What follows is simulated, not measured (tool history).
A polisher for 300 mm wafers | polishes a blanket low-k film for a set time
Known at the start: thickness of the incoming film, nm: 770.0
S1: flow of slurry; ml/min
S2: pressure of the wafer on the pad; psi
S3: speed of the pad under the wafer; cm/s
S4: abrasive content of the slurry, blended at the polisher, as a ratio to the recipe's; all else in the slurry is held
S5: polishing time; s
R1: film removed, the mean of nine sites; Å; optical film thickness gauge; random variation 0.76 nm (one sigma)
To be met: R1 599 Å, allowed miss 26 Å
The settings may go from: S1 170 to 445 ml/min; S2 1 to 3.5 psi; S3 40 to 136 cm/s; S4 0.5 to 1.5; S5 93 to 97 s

run	hour	S1	S2	S3	S4	S5	R1
1	0	285	2.2	88	1	93	316.69
2	6.2	235	2.2	88	1	93	311.68
3	13.7	235	2.6	88	1	93	357.96
4	17.9	235	2.7	90	1	93	379.92
5	20.7	235	2.8	92	1	93	398.09
6	21.4	260	2.8	92	1	93	413.8
7	29	265	2.9	92	1	93	424.44
8	36.2	265	3	94	1	93	435.42
9	43.7	265	3	94	1	93	437.88
10	50.6	265	3.1	96	1	93	452.95
11	56.7	265	3.1	98	1	93	449.51
12	61.1	265	3.1	100	1	93	463.57
# hour 66: slurry blender recalibrated
13	66	265	3.1	102	1	93	534.82

4 next moves are on the table. One of them brings every result within its allowed miss. Which?
A	70.9	195	3	116	0.95	96	?
B	70.9	290	3.1	114	1	97	?
C	70.9	275	2.8	66	1.2	94	?
D	70.9	170	3.5	104	0.75	97	?

move	R1
A	532.34
B	594.55
C	432.1
D	504.39
A: as far off as the last run
B: meets every target
C: further off than the last run
D: further off than the last run
Answer: B
